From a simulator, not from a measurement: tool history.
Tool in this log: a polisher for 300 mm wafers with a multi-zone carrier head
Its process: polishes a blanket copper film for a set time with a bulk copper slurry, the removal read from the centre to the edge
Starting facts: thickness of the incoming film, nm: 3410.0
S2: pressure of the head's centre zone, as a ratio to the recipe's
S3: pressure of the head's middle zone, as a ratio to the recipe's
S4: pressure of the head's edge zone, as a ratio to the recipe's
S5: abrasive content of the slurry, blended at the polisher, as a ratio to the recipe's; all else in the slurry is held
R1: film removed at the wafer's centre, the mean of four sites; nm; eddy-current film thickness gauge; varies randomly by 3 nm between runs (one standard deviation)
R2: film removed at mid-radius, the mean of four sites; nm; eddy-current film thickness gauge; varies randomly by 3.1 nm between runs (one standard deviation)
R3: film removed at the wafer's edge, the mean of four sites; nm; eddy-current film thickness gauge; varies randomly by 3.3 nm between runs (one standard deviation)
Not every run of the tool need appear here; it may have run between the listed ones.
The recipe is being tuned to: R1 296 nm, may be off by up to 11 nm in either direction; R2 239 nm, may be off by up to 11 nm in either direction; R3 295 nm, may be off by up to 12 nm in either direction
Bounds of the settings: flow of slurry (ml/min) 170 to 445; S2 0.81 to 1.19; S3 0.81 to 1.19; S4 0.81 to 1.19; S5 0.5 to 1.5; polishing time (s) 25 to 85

Run 1, day 0: flow of slurry (ml/min) 285, S2 1, S3 1, S4 1, S5 1, polishing time (s) 55. Result: R1 478.2 nm, R2 473.91 nm, R3 486.05 nm.
Run 2, day 0.312: flow of slurry (ml/min) 280, S2 1.01, S3 0.96, S4 1, S5 0.9, polishing time (s) 50. Result: R1 430.21 nm, R2 412.94 nm, R3 429.6 nm.
Run 3, day 0.517: flow of slurry (ml/min) 280, S2 0.98, S3 0.96, S4 1, S5 0.9, polishing time (s) 50. Result: R1 414.4 nm, R2 397.27 nm, R3 426.55 nm.
Run 4, day 0.854: flow of slurry (ml/min) 280, S2 0.98, S3 0.93, S4 1, S5 0.8, polishing time (s) 47. Result: R1 374.35 nm, R2 371.38 nm, R3 394.68 nm.
Run 5, day 1.204: flow of slurry (ml/min) 280, S2 0.98, S3 0.93, S4 0.93, S5 0.8, polishing time (s) 47. Result: R1 376.85 nm, R2 366.45 nm, R3 388.05 nm.
Run 6, day 1.283: flow of slurry (ml/min) 280, S2 1.05, S3 0.93, S4 0.93, S5 0.8, polishing time (s) 47. Result: R1 403.75 nm, R2 371.18 nm, R3 387.75 nm.
Run 7, day 1.512: flow of slurry (ml/min) 260, S2 1.06, S3 0.9, S4 0.98, S5 0.75, polishing time (s) 43. Result: R1 368.61 nm, R2 324.15 nm, R3 354.18 nm.
Run 8, day 1.571: flow of slurry (ml/min) 245, S2 1.06, S3 0.88, S4 1, S5 0.7, polishing time (s) 41. Result: R1 350.37 nm, R2 302.57 nm, R3 341.8 nm.
Run 9, day 1.821: flow of slurry (ml/min) 225, S2 1.06, S3 0.81, S4 1.03, S5 0.5, polishing time (s) 33. Result: R1 268.15 nm, R2 219.29 nm, R3 269.4 nm.
Run 10, day 1.854: flow of slurry (ml/min) 235, S2 1.07, S3 0.82, S4 1.05, S5 0.5, polishing time (s) 33. Result: R1 273.22 nm, R2 214.43 nm, R3 271.3 nm.
Run 11, day 2.042: flow of slurry (ml/min) 235, S2 1.07, S3 0.83, S4 1.06, S5 0.55, polishing time (s) 33. Result: R1 270.76 nm, R2 224.12 nm, R3 272.1 nm.
Run 12, day 2.254: flow of slurry (ml/min) 265, S2 1.13, S3 0.81, S4 1.15, S5 0.65, polishing time (s) 35. Result: R1 313.33 nm, R2 238.07 nm, R3 309.7 nm.
Run 13, day 2.396: flow of slurry (ml/min) 260, S2 1.12, S3 0.82, S4 1.14, S5 0.65, polishing time (s) 35. Result: R1 314.62 nm, R2 243.11 nm, R3 305.25 nm.
Run 14, day 2.483: flow of slurry (ml/min) 255, S2 1.11, S3 0.82, S4 1.13, S5 0.65, polishing time (s) 35. Result: R1 311.17 nm, R2 245.3 nm, R3 312.85 nm.

Which of these 4 next moves meets every target?
Run A, day 2.571: flow of slurry (ml/min) 305, S2 1.13, S3 0.87, S4 1.18, S5 0.6, polishing time (s) 33. Result: R1 ?, R2 ?, R3 ?.
Run B, day 2.571: flow of slurry (ml/min) 260, S2 1.05, S3 0.86, S4 1.15, S5 0.65, polishing time (s) 33. Result: R1 ?, R2 ?, R3 ?.
Run C, day 2.571: flow of slurry (ml/min) 180, S2 0.99, S3 0.81, S4 1.19, S5 0.65, polishing time (s) 36. Result: R1 ?, R2 ?, R3 ?.
Run D, day 2.571: flow of slurry (ml/min) 210, S2 1.02, S3 0.86, S4 1.15, S5 0.65, polishing time (s) 34. Result: R1 ?, R2 ?, R3 ?.

move      R1      R2      R3
   A  297.59  234.73  289.99
   B  275.85  232.63  286.65
   C  275.97  236.96  312.78
   D  271.77   236.4  292.25
A: all results land within tolerance of their targets
B: brings the last run's worst result on target, with another outside its allowed miss
C: misses by more than the last run did
D: brings the last run's worst result on target, with another outside its allowed miss
Go with A: it meets all targets.
